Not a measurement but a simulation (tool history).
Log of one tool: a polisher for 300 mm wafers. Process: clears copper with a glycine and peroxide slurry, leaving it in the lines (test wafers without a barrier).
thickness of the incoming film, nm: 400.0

run,day,flow of slurry (ml/min),pressure of the wafer on the pad (kPa),speed of the pad under the wafer (cm/s),overpolish time after the end point (s),time until the end point was called (s),dishing of a wide line in a test structure (angstrom)
1,0,190,15.2,100,12,100.64,300.08
2,0.312,190,14.5,100,12,107.07,295.28
3,0.379,190,14.5,100,9,103.96,237.65
4,0.629,190,13.8,100,9,108.84,232.11
5,0.779,190,13.8,100,5,108.96,144.22
6,1.142,190,13.1,100,6,112.27,159.03
7,1.404,190,13.1,100,7,113.42,177.92
8,1.662,190,13.1,100,8,114.17,203.83

Run 9 comes next. What will it give?
9,1.962,190,13.1,102,8,?,?

{"run 9": {"time until the end point was called (s)": 110.62, "dishing of a wide line in a test structure (angstrom)": 209.13}}
